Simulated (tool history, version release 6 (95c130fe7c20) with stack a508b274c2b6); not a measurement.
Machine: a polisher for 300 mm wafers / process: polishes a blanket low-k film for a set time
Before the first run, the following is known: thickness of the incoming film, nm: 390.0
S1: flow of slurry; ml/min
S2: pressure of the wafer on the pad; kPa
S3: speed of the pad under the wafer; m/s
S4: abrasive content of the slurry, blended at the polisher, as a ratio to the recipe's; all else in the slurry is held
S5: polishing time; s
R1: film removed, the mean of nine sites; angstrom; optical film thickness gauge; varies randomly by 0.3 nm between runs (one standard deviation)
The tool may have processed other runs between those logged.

run,day,S1,S2,S3,S4,S5,R1
1,0,130,15.9,1.28,1,68,345.63
2,0.329,130,14.5,1.28,1,68,320.02
3,0.683,130,13.1,1.28,1,68,289.76
4,0.767,130,13.1,1.28,1,68,288.51
5,0.996,130,15.9,1.28,1,68,345.46
6,1.329,130,15.9,1.44,1,68,369.85
7,1.492,130,14.5,1.42,1,68,339.12
8,1.658,130,13.1,1.4,1,68,307.81
9,1.825,130,12.4,1.4,1,68,287.84
10,2.108,130,11.7,1.4,1,68,270.17

Expected results for the next run?
11,2.45,130,11,1.4,1,68,?

R1: 261.85 angstrom

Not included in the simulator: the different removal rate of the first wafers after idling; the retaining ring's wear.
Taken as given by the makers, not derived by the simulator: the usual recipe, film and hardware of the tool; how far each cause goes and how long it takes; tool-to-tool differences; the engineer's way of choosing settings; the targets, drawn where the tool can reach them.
